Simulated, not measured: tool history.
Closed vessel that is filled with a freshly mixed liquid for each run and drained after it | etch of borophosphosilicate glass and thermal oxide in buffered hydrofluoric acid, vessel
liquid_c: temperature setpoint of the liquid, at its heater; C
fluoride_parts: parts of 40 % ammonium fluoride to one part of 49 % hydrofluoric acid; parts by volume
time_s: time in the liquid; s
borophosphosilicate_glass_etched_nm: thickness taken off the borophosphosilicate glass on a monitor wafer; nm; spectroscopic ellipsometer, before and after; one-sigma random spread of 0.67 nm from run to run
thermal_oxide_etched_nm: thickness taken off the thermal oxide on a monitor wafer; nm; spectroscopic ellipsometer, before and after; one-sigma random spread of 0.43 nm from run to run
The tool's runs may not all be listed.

run	hour	liquid_c	fluoride_parts	time_s	borophosphosilicate_glass_etched_nm	thermal_oxide_etched_nm
1	0.0	22.0	18.0	60	57.065	31.419
2	8.7	23.5	18.0	60	62.605	34.644
3	15.2	23.5	21.0	60	54.062	30.440
4	24.1	20.0	21.0	60	44.248	24.546
5	24.6	20.0	21.0	50	37.885	20.514
6	30.5	17.0	21.0	50	32.288	17.387
7	36.9	21.0	19.0	50	43.205	24.285
8	43.8	23.0	17.5	50	52.522	28.244
9	46.5	25.0	17.0	50	60.089	32.760

Run 10 is up next; what results do you expect?
10	51.2	26.5	16.5	50	?	?

{"run 10": {"borophosphosilicate_glass_etched_nm": 65.752, "thermal_oxide_etched_nm": 36.821}}
